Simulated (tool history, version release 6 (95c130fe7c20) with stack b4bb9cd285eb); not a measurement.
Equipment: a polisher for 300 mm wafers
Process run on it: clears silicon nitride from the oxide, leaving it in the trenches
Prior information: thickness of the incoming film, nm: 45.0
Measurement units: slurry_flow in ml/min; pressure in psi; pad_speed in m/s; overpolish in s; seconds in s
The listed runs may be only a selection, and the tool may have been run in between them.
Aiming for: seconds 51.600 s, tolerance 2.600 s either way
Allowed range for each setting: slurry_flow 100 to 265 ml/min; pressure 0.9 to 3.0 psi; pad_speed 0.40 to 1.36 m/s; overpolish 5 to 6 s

run,hour,slurry_flow,pressure,pad_speed,overpolish,seconds
1,0.0,170,1.9,0.88,6,75.352
2,4.3,195,1.9,0.88,6,73.614
3,6.8,195,1.9,0.74,6,85.260
4,8.0,225,1.9,0.74,6,82.893
5,16.8,225,1.9,0.74,5,81.637
6,23.9,225,1.9,0.66,5,87.742
7,27.5,225,2.2,0.68,5,74.444
8,35.8,225,2.2,0.68,5,77.973
9,38.7,225,2.5,0.72,5,65.679
10,39.7,225,2.7,0.74,5,57.086
11,40.5,225,2.8,0.74,5,55.588
12,43.9,225,2.9,0.74,5,54.751

Of the 4 settings listed for the next run, only one would bring every result within its allowed miss of target. Which one?
A,47.3,240,2.9,0.88,5,?
B,47.3,210,2.9,0.82,6,?
C,47.3,240,2.7,0.72,5,?
D,47.3,240,3.0,0.60,6,?

move,seconds
A,46.270
B,49.811
C,57.676
D,59.226
A: the result that was furthest off in the last run now lies on the other side of its target
B: meets every target
C: lands further from the targets than the last run did
D: lands further from the targets than the last run did
Go with B: it meets all targets.
